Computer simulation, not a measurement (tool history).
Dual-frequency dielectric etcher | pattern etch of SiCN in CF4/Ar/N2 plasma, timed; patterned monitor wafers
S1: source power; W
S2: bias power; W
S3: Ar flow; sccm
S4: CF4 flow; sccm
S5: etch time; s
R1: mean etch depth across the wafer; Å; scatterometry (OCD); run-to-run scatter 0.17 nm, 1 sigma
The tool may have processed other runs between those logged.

run  hour   S1  S2   S3  S4  S5      R1
  1     0  460  50  102  62  74  607.66
  2   2.7  460  50  102  62  74  606.86
  3   5.5  440  50  102  62  74  577.15
  4   6.6  440  46  102  62  74  559.19
  5  11.2  430  46  102  62  74  545.73
  6  13.6  420  46  102  62  74  534.23

What will run 7 give?
  7    21  420  46  102  62  74   ?

Run 7 measured R1 534.1 Å.
